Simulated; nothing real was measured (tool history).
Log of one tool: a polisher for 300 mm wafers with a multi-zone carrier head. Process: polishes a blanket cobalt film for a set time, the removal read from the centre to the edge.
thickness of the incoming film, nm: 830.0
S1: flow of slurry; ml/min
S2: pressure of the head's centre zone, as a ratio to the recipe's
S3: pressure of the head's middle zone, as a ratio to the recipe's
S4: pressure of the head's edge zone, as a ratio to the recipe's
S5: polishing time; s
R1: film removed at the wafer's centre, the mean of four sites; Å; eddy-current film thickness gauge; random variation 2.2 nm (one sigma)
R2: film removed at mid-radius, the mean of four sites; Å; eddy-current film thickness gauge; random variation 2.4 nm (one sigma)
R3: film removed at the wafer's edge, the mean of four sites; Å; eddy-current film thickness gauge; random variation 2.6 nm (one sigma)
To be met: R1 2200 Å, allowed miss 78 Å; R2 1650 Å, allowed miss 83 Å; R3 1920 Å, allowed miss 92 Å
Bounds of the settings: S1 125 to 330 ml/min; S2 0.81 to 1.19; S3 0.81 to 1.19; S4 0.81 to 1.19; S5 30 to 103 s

| run | hour | S1 | S2 | S3 | S4 | S5 | R1 | R2 | R3 |
|---|---|---|---|---|---|---|---|---|---|
| 1 | 0 | 210 | 1 | 1 | 1 | 66 | 3350.4 | 3352.4 | 3322.1 |
| 2 | 7 | 205 | 1.03 | 0.95 | 0.99 | 57 | 2932.4 | 2775.6 | 2741.5 |
| 3 | 15.5 | 195 | 1.06 | 0.92 | 1.04 | 51 | 2716 | 2349.9 | 2577.5 |
| 4 | 18.9 | 245 | 1.06 | 0.92 | 1.04 | 51 | 2857.9 | 2421.8 | 2640.9 |
| 5 | 24.2 | 245 | 1.06 | 0.92 | 1.11 | 51 | 2774.7 | 2400.1 | 2683.5 |
| 6 | 32.8 | 245 | 1.06 | 0.92 | 1.11 | 41 | 2252.7 | 1964.7 | 2172.5 |
| 7 | 41 | 245 | 1.07 | 0.9 | 1.1 | 39 | 2163.1 | 1768.4 | 2073.6 |
| 8 | 48.7 | 245 | 1.08 | 0.9 | 1.08 | 38 | 2118.8 | 1789.6 | 2038 |
| 9 | 56.6 | 250 | 1.1 | 0.89 | 1.06 | 37 | 2106 | 1742.8 | 1949.8 |

4 next moves are on the table. One of them brings every result within its allowed miss. Which?
| A | 64.5 | 230 | 1.15 | 0.85 | 1.04 | 37 | ? | ? | ? |
| B | 64.5 | 260 | 1.07 | 0.87 | 1.09 | 37 | ? | ? | ? |
| C | 64.5 | 270 | 1.06 | 0.92 | 1.1 | 37 | ? | ? | ? |
| D | 64.5 | 280 | 1.1 | 0.9 | 1.13 | 35 | ? | ? | ? |

| move | R1 | R2 | R3 |
|---|---|---|---|
| A | 2176.8 | 1667.6 | 1935 |
| B | 2057 | 1725.1 | 2001.9 |
| C | 2047.7 | 1814.3 | 2016.1 |
| D | 2018.8 | 1691.2 | 1939.6 |
A: meets every target
B: further off than the last run
C: further off than the last run
D: further off than the last run
Answer: A

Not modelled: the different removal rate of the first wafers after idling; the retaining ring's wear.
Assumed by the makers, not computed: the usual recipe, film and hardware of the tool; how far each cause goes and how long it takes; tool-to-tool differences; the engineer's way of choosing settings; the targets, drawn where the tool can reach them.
